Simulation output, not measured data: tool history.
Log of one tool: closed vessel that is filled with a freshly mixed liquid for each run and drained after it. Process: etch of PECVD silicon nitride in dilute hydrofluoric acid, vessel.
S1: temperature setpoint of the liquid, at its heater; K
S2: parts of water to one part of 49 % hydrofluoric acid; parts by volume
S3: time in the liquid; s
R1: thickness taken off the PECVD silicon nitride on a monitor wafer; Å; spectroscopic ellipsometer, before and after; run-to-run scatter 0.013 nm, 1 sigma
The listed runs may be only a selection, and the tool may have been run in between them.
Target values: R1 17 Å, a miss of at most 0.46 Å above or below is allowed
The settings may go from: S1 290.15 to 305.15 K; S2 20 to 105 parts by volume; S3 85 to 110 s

Run 1, day 0: S1 297.15 K, S2 55 parts by volume, S3 110 s. Result: R1 31.606 Å.
Run 2, day 0.158: S1 297.15 K, S2 55 parts by volume, S3 85 s. Result: R1 24.514 Å.
Run 3, day 0.321: S1 297.15 K, S2 70 parts by volume, S3 85 s. Result: R1 19.4 Å.
Run 4, day 0.529: S1 296.65 K, S2 70 parts by volume, S3 85 s. Result: R1 18.846 Å.
Run 5, day 0.588: S1 296.65 K, S2 60 parts by volume, S3 85 s. Result: R1 22.005 Å.
Run 6, day 0.712: S1 298.15 K, S2 60 parts by volume, S3 85 s. Result: R1 24 Å.
Run 7, day 1.004: S1 295.65 K, S2 60 parts by volume, S3 85 s. Result: R1 20.48 Å.
Run 8, day 1.033: S1 294.65 K, S2 60 parts by volume, S3 85 s. Result: R1 19.061 Å.
Run 9, day 1.333: S1 294.15 K, S2 60 parts by volume, S3 85 s. Result: R1 18.279 Å.
Run 10, day 1.633: S1 293.65 K, S2 60 parts by volume, S3 85 s. Result: R1 18.054 Å.

Below are 5 possible settings for the next run. Only one of them brings all results inside the allowed miss of their targets. Which is it?
Run A, day 1.933: S1 290.15 K, S2 55 parts by volume, S3 95 s. Result: R1 ?.
Run B, day 1.933: S1 291.15 K, S2 55 parts by volume, S3 95 s. Result: R1 ?.
Run C, day 1.933: S1 296.15 K, S2 75 parts by volume, S3 95 s. Result: R1 ?.
Run D, day 1.933: S1 293.65 K, S2 60 parts by volume, S3 90 s. Result: R1 ?.
Run E, day 1.933: S1 292.15 K, S2 60 parts by volume, S3 100 s. Result: R1 ?.

move      R1
   A   16.95
   B  18.191
   C  18.957
   D  18.847
   E  18.873
A: in spec on every target
B: misses by more than the last run did
C: misses by more than the last run did
D: misses by more than the last run did
E: misses by more than the last run did
Correct choice: A, which meets every target
